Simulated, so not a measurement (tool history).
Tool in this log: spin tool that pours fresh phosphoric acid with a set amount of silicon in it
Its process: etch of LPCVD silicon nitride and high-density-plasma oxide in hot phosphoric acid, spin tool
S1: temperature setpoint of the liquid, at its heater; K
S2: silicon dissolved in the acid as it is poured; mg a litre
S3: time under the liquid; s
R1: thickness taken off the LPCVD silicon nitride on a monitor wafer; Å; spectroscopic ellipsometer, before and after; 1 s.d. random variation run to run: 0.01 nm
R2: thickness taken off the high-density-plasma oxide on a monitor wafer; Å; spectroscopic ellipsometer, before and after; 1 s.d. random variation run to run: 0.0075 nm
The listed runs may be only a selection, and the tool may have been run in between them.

run,hour,S1,S2,S3,R1,R2
1,0,434.15,19,75,65.896,2.6722
2,1.1,435.65,19,75,68.874,3.5114
3,5.2,434.15,19,60,52.705,2.5156
4,6.5,433.15,23.5,50,42.14,1.8568
5,11.9,432.15,28.5,45,37.032,1.3127
6,18.6,433.65,28.5,45,38.572,1.2648
7,22.6,432.65,31,40,33.251,1.1763
8,28.1,432.15,34,40,32.61,0.6865
9,35.7,431.65,34,35,28.129,0.7326
10,41.5,431.15,34,35,27.676,0.60797
11,46.6,430.65,33,35,27.094,0.63513
12,50.7,429.65,31.5,30,22.474,0.63742
13,57.2,430.15,32,30,22.763,0.5218

Run 14, settings as shown, results not yet in. Your forecast:
14,57.8,432.15,24,30,?,?

R1: 24.482 Å
R2: 0.90061 Å

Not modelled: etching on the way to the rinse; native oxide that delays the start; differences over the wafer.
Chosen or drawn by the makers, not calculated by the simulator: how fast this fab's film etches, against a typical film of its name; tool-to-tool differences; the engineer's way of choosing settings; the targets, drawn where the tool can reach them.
